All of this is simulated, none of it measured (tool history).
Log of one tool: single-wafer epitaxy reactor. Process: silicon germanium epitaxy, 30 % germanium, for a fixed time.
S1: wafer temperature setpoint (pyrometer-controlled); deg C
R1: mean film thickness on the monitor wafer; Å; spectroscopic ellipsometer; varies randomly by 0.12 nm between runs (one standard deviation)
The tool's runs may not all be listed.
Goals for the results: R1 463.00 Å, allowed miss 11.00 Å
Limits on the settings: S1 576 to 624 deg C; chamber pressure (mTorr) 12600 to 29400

run 1 hour=0.0 | S1=600 chamber_pressure_(mTorr)=21000 | R1=550.47
run 2 hour=1.6 | S1=598 chamber_pressure_(mTorr)=20900 | R1=529.96
run 3 hour=8.8 | S1=596 chamber_pressure_(mTorr)=20800 | R1=509.03
run 4 hour=10.3 | S1=596 chamber_pressure_(mTorr)=24300 | R1=541.99
run 5 hour=14.8 | S1=596 chamber_pressure_(mTorr)=27000 | R1=568.69
run 6 hour=19.2 | S1=596 chamber_pressure_(mTorr)=25400 | R1=554.62
run 7 hour=20.0 | S1=594 chamber_pressure_(mTorr)=25300 | R1=533.03
run 8 hour=23.3 | S1=592 chamber_pressure_(mTorr)=25200 | R1=511.56
run 9 hour=28.7 | S1=591 chamber_pressure_(mTorr)=25200 | R1=501.90
run 10 hour=31.8 | S1=590 chamber_pressure_(mTorr)=25200 | R1=491.13
run 11 hour=35.4 | S1=589 chamber_pressure_(mTorr)=25200 | R1=482.47

Of the 5 settings listed for the next run, only one would bring every result within its allowed miss of target. Which one?
run A hour=39.0 | S1=593 chamber_pressure_(mTorr)=22500 | R1=?
run B hour=39.0 | S1=589 chamber_pressure_(mTorr)=25900 | R1=?
run C hour=39.0 | S1=590 chamber_pressure_(mTorr)=26700 | R1=?
run D hour=39.0 | S1=583 chamber_pressure_(mTorr)=26400 | R1=?
run E hour=39.0 | S1=588 chamber_pressure_(mTorr)=24000 | R1=?

move=A R1=497.26
move=B R1=488.31
move=C R1=504.41
move=D R1=437.30
move=E R1=463.59
A: moves away from the targets compared with the last run
B: moves away from the targets compared with the last run
C: moves away from the targets compared with the last run
D: carries the result that was furthest off beyond its target, to the other side
E: each result inside its tolerance
The move that meets every target is E.
